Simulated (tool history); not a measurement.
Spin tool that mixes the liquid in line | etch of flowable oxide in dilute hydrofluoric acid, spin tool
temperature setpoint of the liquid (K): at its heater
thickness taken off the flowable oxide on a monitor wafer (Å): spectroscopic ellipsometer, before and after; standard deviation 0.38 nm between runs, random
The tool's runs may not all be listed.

run,hour,temperature setpoint of the liquid (K),parts of water to one part of 49 % hydrofluoric acid (parts by volume),time under the liquid (s),thickness taken off the flowable oxide on a monitor wafer (Å)
1,0,297.15,210,45,95.579
2,3.4,299.65,155,45,152.12
3,9.1,299.65,125,45,195.37
4,12.1,299.65,125,45,196.79
5,16.7,301.15,105,45,255.74
6,22.9,302.65,100,45,289.36
7,28.8,303.65,95,45,316.31
# hour 30.7: hydrofluoric acid flow meter replaced
8,30.7,305.15,70,45,493.16
9,34.9,304.15,70,45,482.7
10,43,303.15,70,45,464.11

Forecast run 11:
11,49.5,301.65,70,45,?

thickness taken off the flowable oxide on a monitor wafer (Å): 434.11

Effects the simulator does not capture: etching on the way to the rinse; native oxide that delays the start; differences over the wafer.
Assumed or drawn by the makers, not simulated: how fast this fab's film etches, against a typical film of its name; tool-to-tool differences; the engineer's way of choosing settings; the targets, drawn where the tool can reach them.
